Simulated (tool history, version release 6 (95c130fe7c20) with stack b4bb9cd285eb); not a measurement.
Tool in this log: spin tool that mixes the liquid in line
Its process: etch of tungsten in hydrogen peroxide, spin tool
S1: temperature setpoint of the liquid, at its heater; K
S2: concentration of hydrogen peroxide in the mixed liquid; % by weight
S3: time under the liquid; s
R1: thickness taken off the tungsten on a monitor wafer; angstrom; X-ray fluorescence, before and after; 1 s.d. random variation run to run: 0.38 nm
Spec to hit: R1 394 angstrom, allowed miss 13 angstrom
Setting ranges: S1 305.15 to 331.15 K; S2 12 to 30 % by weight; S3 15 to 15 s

run	hour	S1	S2	S3	R1
1	0	315.15	22.5	15	212.49
2	5.9	315.15	22.5	15	213.05
3	10.5	316.15	22.5	15	227.5
4	16.5	317.15	22.5	15	245.05
5	20.9	317.15	22.5	15	237.34
6	28.9	311.15	22.5	15	164.27
7	34.8	313.15	22.5	15	187.55
8	37.9	314.65	22.5	15	207.82
9	44.4	316.15	22.5	15	227.99
10	53	317.15	22.5	15	238.92
11	53.8	317.15	22.5	15	246.23
12	56.2	318.15	22.5	15	258.2
13	61.4	319.15	22.5	15	279.51
14	68.2	319.65	22.5	15	287.09
15	73	319.65	22.5	15	285.57
16	74.1	325.65	22.5	15	408.86

Which of these 5 next moves meets every target?
A	75.2	325.15	25.5	15	?
B	75.2	326.65	21	15	?
C	75.2	327.15	17.5	15	?
D	75.2	326.65	22.5	15	?
E	75.2	326.15	23.5	15	?

move	R1
A	421.62
B	419.09
C	394.3
D	433.8
E	430.12
A: misses by more than the last run did
B: misses by more than the last run did
C: all results in spec
D: misses by more than the last run did
E: misses by more than the last run did
Correct choice: C, which meets every target

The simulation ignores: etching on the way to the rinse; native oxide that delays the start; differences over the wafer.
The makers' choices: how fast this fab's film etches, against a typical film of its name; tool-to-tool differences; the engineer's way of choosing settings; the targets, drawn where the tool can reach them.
